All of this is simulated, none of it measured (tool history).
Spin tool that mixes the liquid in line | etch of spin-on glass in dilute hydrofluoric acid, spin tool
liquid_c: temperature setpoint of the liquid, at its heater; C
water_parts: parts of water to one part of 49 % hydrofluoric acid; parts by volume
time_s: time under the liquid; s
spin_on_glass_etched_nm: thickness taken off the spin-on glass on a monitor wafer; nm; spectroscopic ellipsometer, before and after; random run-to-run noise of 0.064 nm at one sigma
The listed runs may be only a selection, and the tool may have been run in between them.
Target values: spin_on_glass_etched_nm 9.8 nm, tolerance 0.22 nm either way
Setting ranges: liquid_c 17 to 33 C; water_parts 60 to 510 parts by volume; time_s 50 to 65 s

run,hour,liquid_c,water_parts,time_s,spin_on_glass_etched_nm
1,0,25,285,65,4.5663
2,1.5,26,270,65,5.0303
3,3.1,27,255,65,5.6912
4,8.1,27,255,50,4.3372
5,12.4,27,230,50,4.9632
6,16.5,27.5,205,50,5.778
7,18.5,31.5,125,50,12.212
8,19.9,28,125,50,10.743
9,22.7,27.5,125,50,10.497

Which one of the following 4 next-run settings gets every result inside its allowed miss? There is exactly one.
A,25.5,28,165,60,?
B,25.5,24.5,125,50,?
C,25.5,28,135,50,?
D,25.5,28,145,65,?

move,spin_on_glass_etched_nm
A,9.1201
B,9.2352
C,9.6448
D,11.526
A: carries the result that was furthest off beyond its target, to the other side
B: carries the result that was furthest off beyond its target, to the other side
C: meets every target
D: lands further from the targets than the last run did
C meets every target.
